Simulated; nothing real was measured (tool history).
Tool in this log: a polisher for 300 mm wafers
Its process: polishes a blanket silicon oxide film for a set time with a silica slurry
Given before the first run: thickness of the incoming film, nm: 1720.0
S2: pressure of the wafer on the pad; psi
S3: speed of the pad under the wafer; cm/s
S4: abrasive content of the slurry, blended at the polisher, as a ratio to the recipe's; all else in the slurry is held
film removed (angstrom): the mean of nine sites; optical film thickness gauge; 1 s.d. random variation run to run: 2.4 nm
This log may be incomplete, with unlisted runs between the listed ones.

Run 1, day 0: flow of slurry (ml/min) 305, S2 3.4 psi, S3 152 cm/s, S4 1, polishing time (s) 44. Result: film removed (angstrom) 1242.9.
Run 2, day 0.146: flow of slurry (ml/min) 305, S2 3.4 psi, S3 124 cm/s, S4 1, polishing time (s) 44. Result: film removed (angstrom) 1105.5.
Run 3, day 0.188: flow of slurry (ml/min) 305, S2 3.4 psi, S3 124 cm/s, S4 1, polishing time (s) 40. Result: film removed (angstrom) 993.7.
Run 4, day 0.379: flow of slurry (ml/min) 305, S2 4 psi, S3 138 cm/s, S4 1, polishing time (s) 40. Result: film removed (angstrom) 1259.5.
Run 5, day 0.571: flow of slurry (ml/min) 305, S2 4.4 psi, S3 152 cm/s, S4 1, polishing time (s) 40. Result: film removed (angstrom) 1446.2.
Run 6, day 0.6: flow of slurry (ml/min) 305, S2 4.4 psi, S3 152 cm/s, S4 0.8, polishing time (s) 40. Result: film removed (angstrom) 1329.5.
Run 7, day 0.758: flow of slurry (ml/min) 305, S2 4.7 psi, S3 170 cm/s, S4 0.8, polishing time (s) 40. Result: film removed (angstrom) 1507.3.
Run 8, day 0.95: flow of slurry (ml/min) 305, S2 4.9 psi, S3 186 cm/s, S4 0.8, polishing time (s) 40. Result: film removed (angstrom) 1631.1.
Run 9, day 1.192: flow of slurry (ml/min) 305, S2 5 psi, S3 202 cm/s, S4 0.85, polishing time (s) 40. Result: film removed (angstrom) 1861.6.

Run 10 is up next; what results do you expect?
Run 10, day 1.217: flow of slurry (ml/min) 305, S2 5.1 psi, S3 208 cm/s, S4 0.85, polishing time (s) 40. Result: film removed (angstrom) ?.

{"run 10": {"film removed (angstrom)": 1934.4}}
